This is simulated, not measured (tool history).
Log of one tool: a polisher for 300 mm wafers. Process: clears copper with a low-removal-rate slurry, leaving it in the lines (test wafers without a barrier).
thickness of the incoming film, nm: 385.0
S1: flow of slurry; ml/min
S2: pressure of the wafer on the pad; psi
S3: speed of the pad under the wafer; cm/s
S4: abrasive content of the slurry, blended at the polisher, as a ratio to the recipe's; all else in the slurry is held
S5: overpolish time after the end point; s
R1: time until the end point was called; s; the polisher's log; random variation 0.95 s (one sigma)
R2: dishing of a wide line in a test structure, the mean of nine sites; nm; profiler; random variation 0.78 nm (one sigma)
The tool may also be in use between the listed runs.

run,hour,S1,S2,S3,S4,S5,R1,R2
1,0,250,3.3,118,1,29,104.9,46.94
2,2.2,220,3.3,118,1,29,103.54,45.488
3,3.8,225,3.5,118,1,29,99.494,48.311
4,5.3,225,3.5,118,1.2,29,95.692,49.092
5,14.1,225,3.5,90,1.2,29,124.34,43.302
6,15,225,3.8,94,1.2,28,110.26,45.888
7,15.5,225,4,96,1.2,27,100.42,46.912
8,23.7,225,5,104,1.2,28,75.397,54.419
9,31.2,225,5,106,1.2,28,73.818,53.885
10,39.2,225,5,108,1.2,28,75.579,55.103
11,45.4,225,5,110,1.2,28,73.282,56.085

Forecast run 12:
12,50.6,225,5,112,1.2,28,?,?

{"run 12": {"R1": 71.503, "R2": 54.926}}

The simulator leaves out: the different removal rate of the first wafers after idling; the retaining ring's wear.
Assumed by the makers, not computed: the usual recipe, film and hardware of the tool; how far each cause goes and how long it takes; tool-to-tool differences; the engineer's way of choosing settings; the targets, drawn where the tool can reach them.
